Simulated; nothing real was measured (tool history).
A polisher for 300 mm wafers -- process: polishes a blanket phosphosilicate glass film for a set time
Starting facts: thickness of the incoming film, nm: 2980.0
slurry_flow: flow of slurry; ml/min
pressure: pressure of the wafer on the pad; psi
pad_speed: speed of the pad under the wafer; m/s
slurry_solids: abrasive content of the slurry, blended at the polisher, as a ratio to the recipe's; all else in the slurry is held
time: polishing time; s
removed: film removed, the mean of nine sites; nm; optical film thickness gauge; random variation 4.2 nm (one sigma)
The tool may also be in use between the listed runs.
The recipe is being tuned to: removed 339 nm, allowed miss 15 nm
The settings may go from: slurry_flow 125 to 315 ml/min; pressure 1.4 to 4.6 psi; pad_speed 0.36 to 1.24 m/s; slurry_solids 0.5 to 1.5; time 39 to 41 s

Run 1, hour 0: slurry_flow 205 ml/min, pressure 3 psi, pad_speed 0.8 m/s, slurry_solids 1, time 39 s. Result: removed 220.71 nm.
Run 2, hour 2: slurry_flow 205 ml/min, pressure 3 psi, pad_speed 0.8 m/s, slurry_solids 1, time 39 s. Result: removed 221.3 nm.
Run 3, hour 3.7: slurry_flow 205 ml/min, pressure 3 psi, pad_speed 0.6 m/s, slurry_solids 1, time 39 s. Result: removed 173.74 nm.
Run 4, hour 7.9: slurry_flow 180 ml/min, pressure 3 psi, pad_speed 0.6 m/s, slurry_solids 1, time 39 s. Result: removed 168.15 nm.
Run 5, hour 14.4: slurry_flow 180 ml/min, pressure 3 psi, pad_speed 0.6 m/s, slurry_solids 1, time 39 s. Result: removed 168.54 nm.
Run 6, hour 17.4: slurry_flow 180 ml/min, pressure 3 psi, pad_speed 0.46 m/s, slurry_solids 1, time 39 s. Result: removed 137.99 nm.
Run 7, hour 23.6: slurry_flow 190 ml/min, pressure 3.5 psi, pad_speed 0.54 m/s, slurry_solids 1, time 39 s. Result: removed 181.69 nm.
Run 8, hour 25.2: slurry_flow 200 ml/min, pressure 3.8 psi, pad_speed 0.6 m/s, slurry_solids 1, time 39 s. Result: removed 217.21 nm.
Run 9, hour 28.6: slurry_flow 205 ml/min, pressure 4.1 psi, pad_speed 0.64 m/s, slurry_solids 1, time 39 s. Result: removed 251.95 nm.
At hour 31.3: worn pad replaced by a new one.
Run 10, hour 31.3: slurry_flow 210 ml/min, pressure 4.3 psi, pad_speed 0.68 m/s, slurry_solids 1, time 39 s. Result: removed 305.5 nm.
Run 11, hour 32.1: slurry_flow 215 ml/min, pressure 4.4 psi, pad_speed 0.68 m/s, slurry_solids 1, time 39 s. Result: removed 305 nm.
Run 12, hour 36.8: slurry_flow 220 ml/min, pressure 4.5 psi, pad_speed 0.68 m/s, slurry_solids 1, time 39 s. Result: removed 318.47 nm.
Run 13, hour 43.1: slurry_flow 225 ml/min, pressure 4.5 psi, pad_speed 0.68 m/s, slurry_solids 1, time 39 s. Result: removed 317.96 nm.

Consider the 4 candidate settings below. Which is the only one whose results all fall within their allowed miss of target?
Run A, hour 49.4: slurry_flow 215 ml/min, pressure 4.6 psi, pad_speed 0.64 m/s, slurry_solids 1, time 39 s. Result: removed ?.
Run B, hour 49.4: slurry_flow 205 ml/min, pressure 4 psi, pad_speed 0.7 m/s, slurry_solids 1.15, time 39 s. Result: removed ?.
Run C, hour 49.4: slurry_flow 210 ml/min, pressure 4.5 psi, pad_speed 0.66 m/s, slurry_solids 1.05, time 41 s. Result: removed ?.
Run D, hour 49.4: slurry_flow 170 ml/min, pressure 4.3 psi, pad_speed 0.64 m/s, slurry_solids 1.15, time 40 s. Result: removed ?.

move  removed
   A   305.46
   B   304.04
   C   328.94
   D   302.52
A: lands further from the targets than the last run did
B: lands further from the targets than the last run did
C: each result inside its tolerance
D: lands further from the targets than the last run did
Correct choice: C, which meets every target

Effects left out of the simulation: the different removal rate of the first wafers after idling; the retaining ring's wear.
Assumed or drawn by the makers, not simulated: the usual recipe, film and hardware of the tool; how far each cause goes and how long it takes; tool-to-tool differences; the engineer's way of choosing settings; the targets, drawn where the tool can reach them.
